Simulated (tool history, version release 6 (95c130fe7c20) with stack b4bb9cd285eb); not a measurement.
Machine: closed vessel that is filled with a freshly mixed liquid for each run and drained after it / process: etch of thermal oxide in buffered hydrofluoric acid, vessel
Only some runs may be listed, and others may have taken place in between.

| run | hour | temperature setpoint of the liquid (C) | parts of 40 % ammonium fluoride to one part of 49 % hydrofluoric acid (parts by volume) | time in the liquid (s) | thickness taken off the thermal oxide on a monitor wafer (Å) |
|---|---|---|---|---|---|
| 1 | 0.0 | 25.0 | 9.5 | 105 | 1129.2 |
| 2 | 3.7 | 25.0 | 9.5 | 105 | 1131.3 |
| 3 | 4.8 | 25.0 | 9.5 | 105 | 1145.7 |
| 4 | 9.2 | 24.5 | 9.5 | 105 | 1107.7 |
| 5 | 14.8 | 24.5 | 8.0 | 105 | 1291.6 |
| 6 | 20.4 | 24.5 | 8.0 | 115 | 1391.0 |
| 7 | 22.2 | 23.0 | 8.0 | 115 | 1274.0 |
| 8 | 27.5 | 19.0 | 8.0 | 115 | 1031.0 |
|  | 33.5 | hydrofluoric acid flow meter replaced |
| 9 | 33.5 | 18.5 | 8.0 | 115 | 1071.5 |

Run 10 has not been measured yet. What should we expect?
| 10 | 37.4 | 18.0 | 8.0 | 115 | ? |

Run 10 produced thickness taken off the thermal oxide on a monitor wafer (Å) 1058.1.
